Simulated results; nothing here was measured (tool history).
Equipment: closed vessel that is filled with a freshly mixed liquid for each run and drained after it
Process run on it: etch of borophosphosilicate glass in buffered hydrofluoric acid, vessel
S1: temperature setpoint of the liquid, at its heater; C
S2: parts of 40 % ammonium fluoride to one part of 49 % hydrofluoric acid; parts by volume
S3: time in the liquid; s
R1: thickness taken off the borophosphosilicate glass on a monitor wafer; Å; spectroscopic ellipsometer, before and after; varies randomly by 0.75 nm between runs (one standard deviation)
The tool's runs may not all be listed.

run  hour    S1    S2   S3      R1
  1   0.0  23.0  16.5  125  966.02
  2   2.3  23.0  16.5  125  966.67
  3   9.3  19.5  16.5  125  782.53
  4  11.8  20.0  16.5  125  812.79
  5  15.1  20.0  20.0  125  678.42
  6  22.2  21.0  20.0  125  707.63
  7  27.0  21.0  20.0  125  716.78

Estimate the outcome of run 8 from the log above:
  8  30.1  21.5  20.0  125   ?

R1: 726.71 Å
